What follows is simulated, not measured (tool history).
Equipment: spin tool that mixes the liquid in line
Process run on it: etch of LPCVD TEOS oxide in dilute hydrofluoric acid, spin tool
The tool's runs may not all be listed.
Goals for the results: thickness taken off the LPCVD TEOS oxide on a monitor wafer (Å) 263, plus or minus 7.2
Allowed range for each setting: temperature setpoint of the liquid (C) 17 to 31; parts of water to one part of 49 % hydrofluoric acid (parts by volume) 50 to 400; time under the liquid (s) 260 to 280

run	hour	temperature setpoint of the liquid (C)	parts of water to one part of 49 % hydrofluoric acid (parts by volume)	time under the liquid (s)	thickness taken off the LPCVD TEOS oxide on a monitor wafer (Å)
1	0	23	225	260	306.74
2	1.4	23	225	280	331.35
3	3.7	23	225	260	309.74
4	8.3	26.5	225	260	350.15
5	16.7	25.5	225	260	337.89
6	19.3	24.5	225	260	326.3
7	24.2	23.5	225	260	312.78
8	26.7	23	225	260	308.86

Of the 4 settings listed for the next run, only one would bring every result within its allowed miss of target. Which one?
A	29.2	22	215	280	?
B	29.2	26	275	260	?
C	29.2	21	230	260	?
D	29.2	24.5	260	270	?

move	thickness taken off the LPCVD TEOS oxide on a monitor wafer (Å)
A	337.95
B	266.35
C	278.38
D	281.96
A: its largest miss is bigger than the last run's
B: in spec on every target
C: closes in on the targets versus the last run, not all within tolerance yet
D: closes in on the targets versus the last run, not all within tolerance yet
So the answer is move B, the one that meets all the targets.

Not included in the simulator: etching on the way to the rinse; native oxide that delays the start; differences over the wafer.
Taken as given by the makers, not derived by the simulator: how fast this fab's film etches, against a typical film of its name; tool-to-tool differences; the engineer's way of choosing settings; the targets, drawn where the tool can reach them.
